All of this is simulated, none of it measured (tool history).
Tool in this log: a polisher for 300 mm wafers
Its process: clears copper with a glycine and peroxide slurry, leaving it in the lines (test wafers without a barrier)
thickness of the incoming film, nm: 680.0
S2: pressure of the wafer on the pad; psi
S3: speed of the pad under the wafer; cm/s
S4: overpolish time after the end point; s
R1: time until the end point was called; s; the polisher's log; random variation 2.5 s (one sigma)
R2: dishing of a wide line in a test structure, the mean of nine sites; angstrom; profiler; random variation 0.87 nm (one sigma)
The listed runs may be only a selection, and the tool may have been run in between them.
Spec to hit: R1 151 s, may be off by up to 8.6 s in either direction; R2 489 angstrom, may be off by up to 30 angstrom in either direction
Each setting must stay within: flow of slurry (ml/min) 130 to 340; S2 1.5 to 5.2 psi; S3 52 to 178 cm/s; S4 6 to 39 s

Run 1, hour 0: flow of slurry (ml/min) 220, S2 3.3 psi, S3 114 cm/s, S4 20 s. Result: R1 84.251 s, R2 568.11 angstrom.
Run 2, hour 2.5: flow of slurry (ml/min) 220, S2 3 psi, S3 110 cm/s, S4 20 s. Result: R1 89.898 s, R2 550.14 angstrom.
Run 3, hour 11.1: flow of slurry (ml/min) 220, S2 2.7 psi, S3 104 cm/s, S4 21 s. Result: R1 104.08 s, R2 549.86 angstrom.
Run 4, hour 18.7: flow of slurry (ml/min) 220, S2 2.5 psi, S3 102 cm/s, S4 21 s. Result: R1 106.45 s, R2 533.05 angstrom.
At hour 22.9: head pressure recalibrated.
Run 5, hour 22.9: flow of slurry (ml/min) 220, S2 2.5 psi, S3 102 cm/s, S4 14 s. Result: R1 115.22 s, R2 441.01 angstrom.
Run 6, hour 28.2: flow of slurry (ml/min) 220, S2 2.3 psi, S3 100 cm/s, S4 15 s. Result: R1 119.57 s, R2 422.09 angstrom.
Run 7, hour 36.1: flow of slurry (ml/min) 220, S2 2.2 psi, S3 98 cm/s, S4 17 s. Result: R1 128.53 s, R2 438.16 angstrom.
Run 8, hour 38.5: flow of slurry (ml/min) 220, S2 2.1 psi, S3 96 cm/s, S4 18 s. Result: R1 128.65 s, R2 452.68 angstrom.
Run 9, hour 41.4: flow of slurry (ml/min) 220, S2 2 psi, S3 94 cm/s, S4 19 s. Result: R1 139.66 s, R2 464 angstrom.

Which one of the following 4 next-run settings gets every result inside its allowed miss? There is exactly one.
Run A, hour 44.3: flow of slurry (ml/min) 235, S2 1.5 psi, S3 82 cm/s, S4 20 s. Result: R1 ?, R2 ?.
Run B, hour 44.3: flow of slurry (ml/min) 185, S2 2.4 psi, S3 76 cm/s, S4 23 s. Result: R1 ?, R2 ?.
Run C, hour 44.3: flow of slurry (ml/min) 210, S2 2 psi, S3 102 cm/s, S4 16 s. Result: R1 ?, R2 ?.
Run D, hour 44.3: flow of slurry (ml/min) 220, S2 2.3 psi, S3 94 cm/s, S4 16 s. Result: R1 ?, R2 ?.

move      R1      R2
   A  173.01  422.09
   B  149.81  498.46
   C  129.19  430.84
   D  127.44   436.1
A: moves the result that the last run missed by most past its target, out the other side
B: hits every target within its allowed miss
C: misses by more than the last run did
D: misses by more than the last run did
Correct choice: B, which meets every target
